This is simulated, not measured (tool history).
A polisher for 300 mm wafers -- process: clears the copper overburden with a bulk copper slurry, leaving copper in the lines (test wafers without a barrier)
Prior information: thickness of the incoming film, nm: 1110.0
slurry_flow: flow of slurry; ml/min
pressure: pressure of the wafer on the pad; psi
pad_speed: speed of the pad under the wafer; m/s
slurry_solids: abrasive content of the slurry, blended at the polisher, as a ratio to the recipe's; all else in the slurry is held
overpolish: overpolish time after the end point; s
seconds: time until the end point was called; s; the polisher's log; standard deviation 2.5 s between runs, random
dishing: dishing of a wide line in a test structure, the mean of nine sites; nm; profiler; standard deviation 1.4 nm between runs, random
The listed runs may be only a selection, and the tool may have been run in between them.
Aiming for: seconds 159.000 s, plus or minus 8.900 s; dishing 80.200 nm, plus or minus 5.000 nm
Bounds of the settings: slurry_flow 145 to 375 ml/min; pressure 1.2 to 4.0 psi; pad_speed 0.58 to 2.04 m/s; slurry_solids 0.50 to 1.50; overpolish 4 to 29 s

run	hour	slurry_flow	pressure	pad_speed	slurry_solids	overpolish	seconds	dishing
1	0.0	240	2.6	1.30	1.00	15	99.003	80.628
2	8.9	240	2.3	1.26	1.00	18	111.830	78.412
3	13.9	240	2.3	1.26	0.90	18	114.830	79.374
4	14.7	240	2.3	1.06	0.90	18	126.240	75.667
5	16.1	240	2.3	0.92	0.90	18	143.510	70.719
6	23.8	240	2.3	0.66	0.90	18	184.210	59.070
7	32.5	240	2.4	0.66	0.90	20	176.690	66.401
8	35.3	240	2.5	0.66	0.90	21	173.970	72.300
9	36.8	240	2.6	0.66	0.90	21	160.280	70.726
10	45.7	240	2.6	0.66	0.90	22	166.210	75.089

4 next moves are on the table. One of them brings every result within its allowed miss. Which?
A	54.6	245	2.4	0.90	1.00	28	?	?
B	54.6	230	2.5	0.58	1.00	27	?	?
C	54.6	180	2.7	0.66	1.05	25	?	?
D	54.6	225	3.1	0.74	0.90	15	?	?

move	seconds	dishing
A	138.320	90.441
B	181.570	77.981
C	158.940	81.526
D	132.520	67.846
A: moves the result that the last run missed by most past its target, out the other side
B: puts the biggest miss on target and leaves a different result outside tolerance
C: meets every target
D: misses by more than the last run did
Move C is the one to make.
